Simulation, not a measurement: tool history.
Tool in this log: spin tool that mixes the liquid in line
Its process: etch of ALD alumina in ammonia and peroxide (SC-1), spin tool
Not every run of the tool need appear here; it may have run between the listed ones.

run,hour,temperature setpoint of the liquid (C),parts of 29 % ammonia solution to one part of 30 % peroxide (parts by volume),time under the liquid (s),thickness taken off the ALD alumina on a monitor wafer (Å)
1,0.0,52.0,1.0,315,184.27
2,7.1,45.5,1.0,315,128.64
3,13.7,46.0,1.0,315,131.27
4,22.3,46.0,0.7,315,128.21
5,27.9,51.5,0.7,315,170.32
6,34.1,50.5,0.7,315,163.27
7,35.6,49.5,0.7,315,157.15

Expected results for the next run?
8,44.3,49.0,0.7,315,?

thickness taken off the ALD alumina on a monitor wafer (Å): 150.42
